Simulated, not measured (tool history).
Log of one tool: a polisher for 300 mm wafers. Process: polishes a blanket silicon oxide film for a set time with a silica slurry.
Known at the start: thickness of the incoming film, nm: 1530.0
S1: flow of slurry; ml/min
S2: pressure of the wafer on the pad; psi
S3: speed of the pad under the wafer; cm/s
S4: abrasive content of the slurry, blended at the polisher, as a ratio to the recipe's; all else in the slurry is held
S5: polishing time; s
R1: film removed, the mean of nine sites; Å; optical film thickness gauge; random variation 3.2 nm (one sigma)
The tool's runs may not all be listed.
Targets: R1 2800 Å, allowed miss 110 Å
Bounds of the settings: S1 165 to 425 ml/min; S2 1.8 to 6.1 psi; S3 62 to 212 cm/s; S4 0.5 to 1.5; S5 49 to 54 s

| run | day | S1 | S2 | S3 | S4 | S5 | R1 |
|---|---|---|---|---|---|---|---|
| 1 | 0 | 275 | 3.9 | 136 | 1 | 54 | 2333 |
| 2 | 0.067 | 275 | 4.5 | 136 | 1 | 54 | 2692.7 |
| 3 | 0.254 | 275 | 4.5 | 136 | 0.85 | 54 | 2544.9 |
| 4 | 0.583 | 275 | 4.6 | 136 | 0.85 | 54 | 2558.1 |
| 5 | 0.733 | 275 | 4.2 | 136 | 0.85 | 54 | 2328.9 |
| 6 | 1.092 | 275 | 4.3 | 136 | 0.85 | 54 | 2394.6 |
| 7 | 1.183 | 275 | 4.3 | 136 | 0.85 | 54 | 2328.9 |
| 8 | 1.321 | 275 | 4.4 | 136 | 0.85 | 54 | 2440.5 |
| 9 | 1.383 | 275 | 4.5 | 136 | 0.85 | 54 | 2511.6 |
| 10 | 1.525 | 275 | 4.6 | 136 | 0.85 | 54 | 2592.8 |
| 11 | 1.808 | 275 | 4.8 | 136 | 0.85 | 54 | 2635.3 |

Which of these 4 next moves meets every target?
| A | 2.092 | 295 | 5.3 | 136 | 0.6 | 53 | ? |
| B | 2.092 | 220 | 4.2 | 138 | 0.85 | 53 | ? |
| C | 2.092 | 290 | 5.1 | 146 | 0.7 | 49 | ? |
| D | 2.092 | 305 | 4.6 | 154 | 0.85 | 54 | ? |

| move | R1 |
|---|---|
| A | 2503 |
| B | 2298.1 |
| C | 2516.3 |
| D | 2847.8 |
A: further off than the last run
B: further off than the last run
C: further off than the last run
D: meets every target
The right move is D.
